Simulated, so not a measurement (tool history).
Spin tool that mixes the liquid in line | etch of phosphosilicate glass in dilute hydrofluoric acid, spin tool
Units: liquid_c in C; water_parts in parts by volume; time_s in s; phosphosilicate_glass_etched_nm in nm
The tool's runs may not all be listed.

run  hour  liquid_c  water_parts  time_s  phosphosilicate_glass_etched_nm
  1     0        21          220     115                           52.816
  2   8.7        21          180     115                            68.18
  3  13.9        21          180     125                            74.11
  4  21.8        21          235     125                           53.483
  5  24.7        21          175     125                           76.069
  6  31.6        20          210     125                            58.38

Forecast run 7:
  7  38.4        20          210     125                                ?

phosphosilicate_glass_etched_nm: 58.311 nm
